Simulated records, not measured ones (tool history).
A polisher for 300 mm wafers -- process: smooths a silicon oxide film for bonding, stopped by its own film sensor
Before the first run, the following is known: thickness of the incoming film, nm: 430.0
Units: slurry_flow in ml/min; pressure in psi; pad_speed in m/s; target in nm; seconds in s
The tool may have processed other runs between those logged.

{"run": 1, "day": 0.0, "slurry_flow": 190, "pressure": 2.4, "pad_speed": 0.72, "slurry_solids": 1.0, "target": 355, "seconds": 129.77}
{"run": 2, "day": 0.112, "slurry_flow": 230, "pressure": 2.4, "pad_speed": 0.72, "slurry_solids": 1.0, "target": 355, "seconds": 127.1}
{"run": 3, "day": 0.412, "slurry_flow": 230, "pressure": 2.5, "pad_speed": 0.72, "slurry_solids": 1.0, "target": 355, "seconds": 120.21}
{"run": 4, "day": 0.588, "slurry_flow": 230, "pressure": 2.5, "pad_speed": 0.58, "slurry_solids": 1.0, "target": 355, "seconds": 138.57}
{"run": 5, "day": 0.95, "slurry_flow": 230, "pressure": 2.5, "pad_speed": 0.58, "slurry_solids": 1.0, "target": 355, "seconds": 139.63}
{"run": 6, "day": 1.025, "slurry_flow": 230, "pressure": 2.7, "pad_speed": 0.58, "slurry_solids": 1.0, "target": 355, "seconds": 127.89}
{"run": 7, "day": 1.4, "slurry_flow": 230, "pressure": 2.8, "pad_speed": 0.58, "slurry_solids": 1.0, "target": 355, "seconds": 121.83}

Estimate the outcome of run 8 from the log above:
{"run": 8, "day": 1.721, "slurry_flow": 235, "pressure": 3.4, "pad_speed": 0.64, "slurry_solids": 1.0, "target": 355, "seconds": "?"}

seconds: 93.967 s

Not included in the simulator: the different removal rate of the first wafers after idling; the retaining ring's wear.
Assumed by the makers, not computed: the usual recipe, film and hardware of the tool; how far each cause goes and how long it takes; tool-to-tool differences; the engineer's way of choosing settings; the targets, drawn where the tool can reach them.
